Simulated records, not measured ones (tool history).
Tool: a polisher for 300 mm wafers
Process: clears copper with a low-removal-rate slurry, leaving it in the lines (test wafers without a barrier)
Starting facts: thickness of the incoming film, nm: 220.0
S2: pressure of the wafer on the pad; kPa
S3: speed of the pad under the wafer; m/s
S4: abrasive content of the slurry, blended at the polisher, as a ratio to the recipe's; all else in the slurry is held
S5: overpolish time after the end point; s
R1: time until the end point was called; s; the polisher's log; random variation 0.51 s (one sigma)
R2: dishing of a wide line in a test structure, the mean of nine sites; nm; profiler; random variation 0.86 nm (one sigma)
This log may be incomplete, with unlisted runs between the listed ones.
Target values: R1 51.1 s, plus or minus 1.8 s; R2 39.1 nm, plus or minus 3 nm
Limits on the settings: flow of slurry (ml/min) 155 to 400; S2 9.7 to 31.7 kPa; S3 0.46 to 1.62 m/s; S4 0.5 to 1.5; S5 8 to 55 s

run 1 hour=0 | flow_of_slurry_(ml/min)=255 S2=20.7 S3=1.04 S4=1 S5=28 | R1=79.488 R2=48.485
run 2 hour=2.5 | flow_of_slurry_(ml/min)=255 S2=22.1 S3=1.04 S4=1 S5=24 | R1=75.756 R2=43.977
run 3 hour=9.5 | flow_of_slurry_(ml/min)=255 S2=17.2 S3=1.04 S4=1 S5=24 | R1=91.619 R2=36.249
run 4 hour=10.1 | flow_of_slurry_(ml/min)=255 S2=19.3 S3=1.06 S4=1 S5=21 | R1=81.219 R2=36.371
run 5 hour=17.7 | flow_of_slurry_(ml/min)=255 S2=22.1 S3=1.06 S4=1 S5=21 | R1=72.914 R2=39.248
-- hour=22.9 worn pad replaced by a new one
run 6 hour=22.9 | flow_of_slurry_(ml/min)=255 S2=22.1 S3=0.8 S4=1 S5=21 | R1=90.936 R2=33.901
run 7 hour=29.4 | flow_of_slurry_(ml/min)=265 S2=27.6 S3=0.94 S4=1 S5=8 | R1=62.869 R2=20.571
run 8 hour=37.2 | flow_of_slurry_(ml/min)=265 S2=28.3 S3=0.96 S4=1 S5=10 | R1=60.418 R2=25.414
run 9 hour=46.2 | flow_of_slurry_(ml/min)=265 S2=31.7 S3=0.98 S4=1 S5=17 | R1=53.178 R2=45.323
run 10 hour=53.3 | flow_of_slurry_(ml/min)=265 S2=31.7 S3=0.98 S4=1 S5=16 | R1=52.724 R2=44.114

5 candidate next runs follow, results not yet known. Just one meets every target within its allowed miss. Identify it.
run A hour=60.4 | flow_of_slurry_(ml/min)=270 S2=29 S3=1.02 S4=0.85 S5=15 | R1=? R2=?
run B hour=60.4 | flow_of_slurry_(ml/min)=315 S2=31.7 S3=1.02 S4=0.85 S5=14 | R1=? R2=?
run C hour=60.4 | flow_of_slurry_(ml/min)=230 S2=27.6 S3=1.16 S4=1.1 S5=18 | R1=? R2=?
run D hour=60.4 | flow_of_slurry_(ml/min)=250 S2=31.7 S3=1.06 S4=0.85 S5=11 | R1=? R2=?
run E hour=60.4 | flow_of_slurry_(ml/min)=250 S2=29 S3=1.08 S4=1 S5=19 | R1=? R2=?

move=A R1=56.885 R2=37.201
move=B R1=51.739 R2=38.061
move=C R1=51.384 R2=45.949
move=D R1=51.055 R2=31.718
move=E R1=53.022 R2=46.791
A: corrects the largest miss of the last run, while another result sits out of spec
B: each result inside its tolerance
C: its largest miss is bigger than the last run's
D: moves the result that the last run missed by most past its target, out the other side
E: its largest miss is bigger than the last run's
B is the move that brings every result within its allowed miss.

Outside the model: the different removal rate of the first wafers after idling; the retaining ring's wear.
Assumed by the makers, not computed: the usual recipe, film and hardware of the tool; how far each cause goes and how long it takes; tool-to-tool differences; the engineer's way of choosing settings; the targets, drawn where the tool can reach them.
